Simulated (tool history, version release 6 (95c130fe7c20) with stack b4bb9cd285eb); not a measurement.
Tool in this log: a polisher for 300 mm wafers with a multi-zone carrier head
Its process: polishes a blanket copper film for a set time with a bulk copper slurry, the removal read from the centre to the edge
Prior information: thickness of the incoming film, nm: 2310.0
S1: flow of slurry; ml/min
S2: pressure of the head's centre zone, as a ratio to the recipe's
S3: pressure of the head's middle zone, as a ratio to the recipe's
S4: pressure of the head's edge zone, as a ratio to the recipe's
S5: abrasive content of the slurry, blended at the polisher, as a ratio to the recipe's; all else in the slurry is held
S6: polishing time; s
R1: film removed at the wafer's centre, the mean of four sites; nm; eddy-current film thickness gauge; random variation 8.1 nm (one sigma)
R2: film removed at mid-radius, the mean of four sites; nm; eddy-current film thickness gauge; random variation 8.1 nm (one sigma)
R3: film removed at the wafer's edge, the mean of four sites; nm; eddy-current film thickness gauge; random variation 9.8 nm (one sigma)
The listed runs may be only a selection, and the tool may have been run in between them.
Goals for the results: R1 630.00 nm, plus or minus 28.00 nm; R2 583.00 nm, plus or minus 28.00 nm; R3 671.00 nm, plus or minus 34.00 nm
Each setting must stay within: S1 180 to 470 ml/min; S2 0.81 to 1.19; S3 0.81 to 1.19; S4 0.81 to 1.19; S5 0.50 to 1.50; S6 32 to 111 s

{"run": 1, "hour": 0.0, "S1": 300, "S2": 1.0, "S3": 1.0, "S4": 1.0, "S5": 1.0, "S6": 71, "R1": 853.39, "R2": 802.21, "R3": 828.59}
{"run": 2, "hour": 3.1, "S1": 300, "S2": 1.0, "S3": 1.0, "S4": 0.94, "S5": 1.0, "S6": 71, "R1": 845.65, "R2": 803.43, "R3": 802.51}
{"run": 3, "hour": 5.4, "S1": 300, "S2": 0.99, "S3": 0.98, "S4": 0.94, "S5": 0.95, "S6": 70, "R1": 812.15, "R2": 775.17, "R3": 774.21}
{"run": 4, "hour": 13.4, "S1": 295, "S2": 0.98, "S3": 0.96, "S4": 0.95, "S5": 0.9, "S6": 69, "R1": 783.5, "R2": 752.49, "R3": 780.99}
{"run": 5, "hour": 22.1, "S1": 295, "S2": 0.92, "S3": 0.96, "S4": 0.95, "S5": 0.9, "S6": 69, "R1": 761.63, "R2": 729.2, "R3": 748.22}
{"run": 6, "hour": 26.2, "S1": 295, "S2": 0.91, "S3": 0.95, "S4": 0.95, "S5": 0.85, "S6": 68, "R1": 718.9, "R2": 702.76, "R3": 741.94}
{"run": 7, "hour": 34.4, "S1": 295, "S2": 0.91, "S3": 0.94, "S4": 0.94, "S5": 0.85, "S6": 67, "R1": 700.76, "R2": 677.63, "R3": 714.56}
{"run": 8, "hour": 37.4, "S1": 295, "S2": 0.9, "S3": 0.93, "S4": 0.94, "S5": 0.85, "S6": 67, "R1": 679.54, "R2": 659.55, "R3": 724.35}
{"run": 9, "hour": 40.9, "S1": 295, "S2": 0.91, "S3": 0.92, "S4": 0.93, "S5": 0.85, "S6": 67, "R1": 681.43, "R2": 683.7, "R3": 725.85}
{"run": 10, "hour": 42.9, "S1": 295, "S2": 0.91, "S3": 0.92, "S4": 0.94, "S5": 0.8, "S6": 66, "R1": 689.11, "R2": 647.37, "R3": 710.48}
{"run": 11, "hour": 51.8, "S1": 285, "S2": 0.84, "S3": 0.87, "S4": 0.92, "S5": 0.65, "S6": 64, "R1": 577.35, "R2": 581.23, "R3": 647.73}
{"run": 12, "hour": 53.6, "S1": 285, "S2": 0.85, "S3": 0.87, "S4": 0.92, "S5": 0.65, "S6": 64, "R1": 565.69, "R2": 567.74, "R3": 628.69}
{"run": 13, "hour": 61.2, "S1": 295, "S2": 0.92, "S3": 0.84, "S4": 0.97, "S5": 0.85, "S6": 66, "R1": 707.63, "R2": 621.61, "R3": 746.15}
{"run": 14, "hour": 68.8, "S1": 295, "S2": 0.92, "S3": 0.84, "S4": 0.96, "S5": 0.85, "S6": 66, "R1": 695.7, "R2": 622.06, "R3": 718.01}
{"run": 15, "hour": 75.9, "S1": 290, "S2": 0.9, "S3": 0.83, "S4": 0.94, "S5": 0.8, "S6": 65, "R1": 664.49, "R2": 586.63, "R3": 691.79}

Next run, 5 choices. One meets every target within its allowed miss, the rest don't. Which?
{"run": "A", "hour": 83.0, "S1": 300, "S2": 0.99, "S3": 0.82, "S4": 0.89, "S5": 0.7, "S6": 67, "R1": "?", "R2": "?", "R3": "?"}
{"run": "B", "hour": 83.0, "S1": 270, "S2": 0.95, "S3": 0.81, "S4": 1.01, "S5": 0.6, "S6": 72, "R1": "?", "R2": "?", "R3": "?"}
{"run": "C", "hour": 83.0, "S1": 295, "S2": 0.97, "S3": 0.84, "S4": 0.87, "S5": 0.85, "S6": 57, "R1": "?", "R2": "?", "R3": "?"}
{"run": "D", "hour": 83.0, "S1": 355, "S2": 0.85, "S3": 0.82, "S4": 0.88, "S5": 0.8, "S6": 64, "R1": "?", "R2": "?", "R3": "?"}
{"run": "E", "hour": 83.0, "S1": 235, "S2": 0.93, "S3": 0.81, "S4": 1.02, "S5": 0.7, "S6": 71, "R1": "?", "R2": "?", "R3": "?"}

move=A R1=725.41 R2=575.16 R3=678.15
move=B R1=706.97 R2=577.14 R3=731.65
move=C R1=639.25 R2=526.82 R3=602.79
move=D R1=637.98 R2=580.97 R3=678.43
move=E R1=701.69 R2=585.28 R3=748.84
A: its largest miss is bigger than the last run's
B: its largest miss is bigger than the last run's
C: gets the furthest-off result to its target, but another result is out of tolerance
D: hits every target within its allowed miss
E: its largest miss is bigger than the last run's
Move D is the one to make.

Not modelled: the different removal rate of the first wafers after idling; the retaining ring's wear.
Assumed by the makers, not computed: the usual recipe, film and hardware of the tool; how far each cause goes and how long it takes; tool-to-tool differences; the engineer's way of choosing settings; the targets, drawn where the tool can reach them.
